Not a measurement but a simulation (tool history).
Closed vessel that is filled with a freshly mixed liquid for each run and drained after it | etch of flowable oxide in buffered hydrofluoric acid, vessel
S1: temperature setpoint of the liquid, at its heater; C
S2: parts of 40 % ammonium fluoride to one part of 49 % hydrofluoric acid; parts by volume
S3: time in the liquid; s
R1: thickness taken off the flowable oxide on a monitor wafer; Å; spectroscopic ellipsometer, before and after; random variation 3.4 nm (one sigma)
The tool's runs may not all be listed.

run 1 day=0 | S1=24 S2=12.5 S3=95 | R1=1584.3
run 2 day=0.046 | S1=24 S2=16 S3=95 | R1=1237.1
run 3 day=0.362 | S1=21 S2=16 S3=95 | R1=1051.3
run 4 day=0.508 | S1=22.5 S2=14.5 S3=95 | R1=1220.3
run 5 day=0.629 | S1=24 S2=13.5 S3=95 | R1=1463.2
run 6 day=0.758 | S1=22.5 S2=13.5 S3=95 | R1=1321.3
run 7 day=0.979 | S1=22.5 S2=13.5 S3=95 | R1=1311.1
run 8 day=1.329 | S1=24 S2=12.5 S3=95 | R1=1541.7
run 9 day=1.579 | S1=25.5 S2=11.5 S3=95 | R1=1841.5
run 10 day=1.879 | S1=26.5 S2=11 S3=95 | R1=2043.5
run 11 day=1.904 | S1=27.5 S2=10.5 S3=95 | R1=2245.7
run 12 day=2.1 | S1=28 S2=10 S3=95 | R1=2375.8
run 13 day=2.333 | S1=28.5 S2=9.5 S3=95 | R1=2578.2
run 14 day=2.517 | S1=29 S2=9.5 S3=95 | R1=2612.4
run 15 day=2.883 | S1=29.5 S2=9 S3=95 | R1=2796.3
run 16 day=3.042 | S1=30 S2=9 S3=95 | R1=2842.2
run 17 day=3.171 | S1=30.5 S2=9 S3=95 | R1=2923.4

The next listed run, before its measurement:
-- day=3.196 thermometer replaced
run 18 day=3.196 | S1=31.5 S2=8.5 S3=95 | R1=?

Run 18 gave R1 3687.6 Å.

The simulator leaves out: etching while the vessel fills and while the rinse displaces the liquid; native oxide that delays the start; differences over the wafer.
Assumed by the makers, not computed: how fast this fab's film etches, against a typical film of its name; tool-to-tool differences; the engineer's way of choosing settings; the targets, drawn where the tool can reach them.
